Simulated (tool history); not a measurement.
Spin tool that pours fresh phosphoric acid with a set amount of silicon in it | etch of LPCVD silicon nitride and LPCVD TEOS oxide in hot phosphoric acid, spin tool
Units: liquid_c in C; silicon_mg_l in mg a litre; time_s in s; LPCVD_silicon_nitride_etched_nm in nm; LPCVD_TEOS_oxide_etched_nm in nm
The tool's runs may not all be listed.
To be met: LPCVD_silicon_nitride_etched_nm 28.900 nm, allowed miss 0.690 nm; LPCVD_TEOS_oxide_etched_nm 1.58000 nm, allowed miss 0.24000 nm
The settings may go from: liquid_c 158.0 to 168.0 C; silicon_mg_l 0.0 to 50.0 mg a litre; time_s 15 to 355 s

run	hour	liquid_c	silicon_mg_l	time_s	LPCVD_silicon_nitride_etched_nm	LPCVD_TEOS_oxide_etched_nm
1	0.0	163.0	26.5	180	17.904	0.70417
2	1.9	163.0	12.5	180	18.007	1.06700
3	8.3	163.0	12.5	235	23.450	1.44120
4	10.4	164.0	15.0	240	24.895	1.51970
5	17.1	165.0	17.5	245	26.211	1.55710
6	21.4	166.5	17.5	245	27.470	1.79410
7	27.2	166.5	17.5	245	27.303	1.61580
8	30.2	167.0	18.5	245	27.834	1.84130
9	39.1	167.0	20.5	245	27.948	1.52420

Which of these 4 next moves meets every target?
A	48.0	167.5	35.0	250	?	?
B	48.0	167.5	33.5	250	?	?
C	48.0	167.0	32.5	240	?	?
D	48.0	167.0	21.5	255	?	?

move	LPCVD_silicon_nitride_etched_nm	LPCVD_TEOS_oxide_etched_nm
A	28.788	0.98916
B	28.788	1.06340
C	27.191	1.03070
D	28.890	1.63050
A: brings the result that was furthest off to its target, and leaves another outside
B: brings the result that was furthest off to its target, and leaves another outside
C: further off than the last run
D: meets every target
The right move is D.
